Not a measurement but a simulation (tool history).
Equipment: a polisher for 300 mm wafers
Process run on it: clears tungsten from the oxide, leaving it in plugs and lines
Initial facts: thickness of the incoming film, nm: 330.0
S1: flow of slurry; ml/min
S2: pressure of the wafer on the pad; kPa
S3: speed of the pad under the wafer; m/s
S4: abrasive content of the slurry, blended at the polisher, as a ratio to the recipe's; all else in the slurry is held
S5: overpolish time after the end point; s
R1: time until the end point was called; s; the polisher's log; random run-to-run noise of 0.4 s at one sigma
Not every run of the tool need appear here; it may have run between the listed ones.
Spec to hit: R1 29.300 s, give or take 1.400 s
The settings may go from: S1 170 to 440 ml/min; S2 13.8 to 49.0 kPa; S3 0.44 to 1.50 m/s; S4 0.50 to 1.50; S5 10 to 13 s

run	day	S1	S2	S3	S4	S5	R1
1	0.000	280	31.0	0.96	1.00	13	51.294
2	0.179	280	31.0	0.96	1.15	13	49.701
3	0.421	280	31.0	0.96	1.05	13	50.368
4	0.729	280	26.2	0.96	1.05	13	61.712
5	0.975	280	26.2	0.82	1.05	13	70.547
6	1.321	280	29.0	0.82	1.05	13	62.989
7	1.371	280	31.0	0.82	1.05	13	59.048
8	1.512	280	33.1	0.82	1.05	13	55.931
9	1.658	280	35.2	0.84	1.05	13	52.090
10	1.696	280	36.5	0.86	1.05	13	48.115
11	2.058	280	45.5	0.94	1.05	13	36.950
12	2.212	280	46.2	0.96	1.05	13	34.212
13	2.358	280	47.6	1.00	1.05	13	33.032
14	2.575	280	47.6	1.02	1.05	13	32.041

Which of these 4 next moves meets every target?
A	2.792	320	45.5	1.08	1.50	13	?
B	2.792	175	49.0	1.04	0.90	13	?
C	2.792	325	49.0	1.24	1.10	13	?
D	2.792	250	49.0	1.18	1.15	10	?

move	R1
A	28.781
B	32.181
C	25.335
D	26.704
A: all results land within tolerance of their targets
B: lands further from the targets than the last run did
C: moves the result that the last run missed by most past its target, out the other side
D: moves the result that the last run missed by most past its target, out the other side
Go with A: it meets all targets.
